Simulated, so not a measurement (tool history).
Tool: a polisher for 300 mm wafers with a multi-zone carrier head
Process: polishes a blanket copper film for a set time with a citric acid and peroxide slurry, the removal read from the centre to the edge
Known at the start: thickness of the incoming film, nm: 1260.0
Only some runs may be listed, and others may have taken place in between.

run  hour  flow of slurry (ml/min)  pressure of the head's centre zone  pressure of the head's middle zone  pressure of the head's edge zone  abrasive content of the slurry  polishing time (s)  film removed at the wafer's centre (Å)  film removed at mid-radius (Å)  film removed at the wafer's edge (Å)
  1   0.0                      215                                1.00                                1.00                              1.00                            1.00                  33                                  993.57                          1013.0                                1007.9
  2   3.7                      225                                1.03                                1.00                              1.04                            1.15                  34                                 1100.10                          1116.5                                1085.1
  3  12.5                      225                                1.03                                1.00                              1.04                            1.30                  34                                 1138.00                          1108.8                                1151.8
  4  15.2                      225                                1.03                                1.00                              1.04                            1.30                  39                                 1300.30                          1286.8                                1288.3
  5  18.8                      235                                1.04                                0.99                              1.06                            1.35                  39                                 1355.20                          1297.1                                1338.3
  6  21.2                      215                                1.04                                0.99                              1.06                            1.35                  39                                 1340.80                          1289.0                                1322.1
  7  28.9                      225                                1.05                                0.99                              1.07                            1.35                  39                                 1363.00                          1301.7                                1349.3
  8  37.9                      230                                1.06                                0.99                              1.07                            1.35                  39                                 1367.60                          1320.1                                1356.0

What will run 9 give?
  9  46.7                      230                                1.06                                0.99                              1.07                            1.35                  39                                       ?                               ?                                     ?

Run 9 gave film removed at the wafer's centre (Å) 1383.20, film removed at mid-radius (Å) 1311.0, film removed at the wafer's edge (Å) 1346.8.
